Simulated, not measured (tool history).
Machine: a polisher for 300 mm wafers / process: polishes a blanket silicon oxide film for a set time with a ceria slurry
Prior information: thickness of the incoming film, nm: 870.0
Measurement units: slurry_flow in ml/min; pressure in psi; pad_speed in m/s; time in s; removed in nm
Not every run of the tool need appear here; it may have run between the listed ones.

run    day  slurry_flow  pressure  pad_speed  time  removed
  1      0          210       2.9       1.28    40   229.09
  2  0.133          200       2.7       1.28    40   211.28
  3  0.304          190       2.6       1.28    40   200.88
  4  0.412          190       2.6        1.5    40    224.8
  5  0.604          190       2.6       1.76    40   248.25
  6  0.638          190       2.6       1.76    40   249.36

Run 7 is up next; what results do you expect?
  7  0.846          175       2.3       1.76    40        ?

removed: 222.58 nm
